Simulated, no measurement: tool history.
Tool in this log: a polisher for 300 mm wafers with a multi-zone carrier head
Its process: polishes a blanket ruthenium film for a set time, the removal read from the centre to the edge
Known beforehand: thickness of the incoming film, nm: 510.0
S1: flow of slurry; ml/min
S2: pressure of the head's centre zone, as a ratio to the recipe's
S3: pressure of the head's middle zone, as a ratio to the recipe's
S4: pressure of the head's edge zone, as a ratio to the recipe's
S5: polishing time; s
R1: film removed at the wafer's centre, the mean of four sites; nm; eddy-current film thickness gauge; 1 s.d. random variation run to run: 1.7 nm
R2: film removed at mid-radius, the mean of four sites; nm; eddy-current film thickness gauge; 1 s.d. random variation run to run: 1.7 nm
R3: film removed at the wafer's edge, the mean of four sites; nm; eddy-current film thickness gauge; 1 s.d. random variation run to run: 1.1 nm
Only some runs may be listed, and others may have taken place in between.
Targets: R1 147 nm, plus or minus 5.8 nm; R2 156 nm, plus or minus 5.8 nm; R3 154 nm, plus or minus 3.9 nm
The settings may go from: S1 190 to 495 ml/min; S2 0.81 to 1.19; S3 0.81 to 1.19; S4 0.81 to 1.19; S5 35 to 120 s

| run | hour | S1 | S2 | S3 | S4 | S5 | R1 | R2 | R3 |
|---|---|---|---|---|---|---|---|---|---|
| 1 | 0 | 320 | 1 | 1 | 1 | 77 | 124.66 | 112.73 | 115.04 |
| 2 | 1 | 320 | 0.99 | 1.02 | 1.02 | 79 | 126.01 | 120.67 | 119.49 |
| 3 | 5 | 320 | 0.99 | 1.02 | 1.04 | 81 | 122.71 | 121.49 | 123.23 |
| 4 | 8.6 | 270 | 0.99 | 1.02 | 1.04 | 81 | 123.81 | 119.81 | 121.75 |
| 5 | 11.4 | 280 | 1 | 1.03 | 1.06 | 83 | 126.87 | 123.39 | 125.85 |
| 6 | 14.5 | 290 | 1.01 | 1.04 | 1.07 | 85 | 132.76 | 128.58 | 129.52 |
| 7 | 16.5 | 295 | 1.01 | 1.05 | 1.08 | 87 | 137.79 | 132.76 | 135.01 |
| 8 | 24.4 | 305 | 1.01 | 1.07 | 1.1 | 88 | 139.73 | 136.72 | 139.23 |
| 9 | 30.6 | 320 | 1.01 | 1.09 | 1.11 | 88 | 139.38 | 143.14 | 137.85 |
|  | 39.1 | centre zone pressure recalibrated |
| 10 | 39.1 | 330 | 1.01 | 1.09 | 1.12 | 89 | 135.01 | 140.12 | 141.29 |

Below are 5 possible settings for the next run. Only one of them brings all results inside the allowed miss of their targets. Which is it?
| A | 47.6 | 310 | 1.02 | 1.11 | 1.12 | 97 | ? | ? | ? |
| B | 47.6 | 415 | 0.89 | 1.15 | 1.09 | 93 | ? | ? | ? |
| C | 47.6 | 340 | 0.98 | 1.14 | 1.19 | 93 | ? | ? | ? |
| D | 47.6 | 285 | 0.89 | 1.19 | 0.94 | 102 | ? | ? | ? |
| E | 47.6 | 290 | 1.13 | 1.11 | 0.93 | 88 | ? | ? | ? |

| move | R1 | R2 | R3 |
|---|---|---|---|
| A | 145.66 | 156.66 | 151.82 |
| B | 125.27 | 159.02 | 146.39 |
| C | 135.52 | 155.11 | 151.2 |
| D | 132.22 | 173.47 | 145.34 |
| E | 145.33 | 141.05 | 125.09 |
A: every result within its allowed miss
B: its largest miss is bigger than the last run's
C: the worst result of the last run now meets its target, but another is out of spec
D: moves toward the targets from the last run without getting all of them in spec
E: its largest miss is bigger than the last run's
Move A is the one to make.
